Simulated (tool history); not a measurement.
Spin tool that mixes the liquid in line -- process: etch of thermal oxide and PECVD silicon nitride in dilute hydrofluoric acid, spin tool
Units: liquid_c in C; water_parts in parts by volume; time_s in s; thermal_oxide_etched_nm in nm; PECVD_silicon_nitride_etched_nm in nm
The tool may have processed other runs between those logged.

run    day  liquid_c  water_parts  time_s  thermal_oxide_etched_nm  PECVD_silicon_nitride_etched_nm
  1      0        21           80     180                   9.7364                           5.9275
  2  0.075      18.5           80     180                   8.8335                           4.9465
  3  0.142      18.5           80     120                   5.8792                           3.2924
  4  0.404      18.5           80     145                   7.0163                           4.0538
  5   0.75        18           70     140                   7.7421                           4.2912
  6  0.992      20.5           70     140                   8.6525                           5.1196
  7  1.083      19.5           65     140                   8.8282                           5.0337

The next listed run, before its measurement:
  8  1.117        19           60     140                        ?                                ?

{"run 8": {"thermal_oxide_etched_nm": 9.5883, "PECVD_silicon_nitride_etched_nm": 5.2622}}
